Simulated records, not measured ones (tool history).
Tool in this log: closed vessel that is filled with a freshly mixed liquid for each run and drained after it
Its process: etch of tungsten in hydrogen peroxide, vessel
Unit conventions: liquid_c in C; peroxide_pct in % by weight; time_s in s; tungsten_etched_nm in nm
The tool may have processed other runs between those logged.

run	hour	liquid_c	peroxide_pct	time_s	tungsten_etched_nm
1	0	48	23.5	95	139.72
2	7.6	46.5	23.5	95	128.26
3	8.5	46.5	23.5	95	127.76
4	9.7	46.5	23.5	95	127.4
5	14.6	51.5	23.5	95	175.54
6	18.5	51.5	27	95	187.97
7	26.1	49.5	27	95	165.27
8	35.3	47.5	27	95	147.27
9	39	46	27	95	132.85

The next listed run, before its measurement:
10	45.1	44.5	27	95	?

tungsten_etched_nm: 121.52 nm
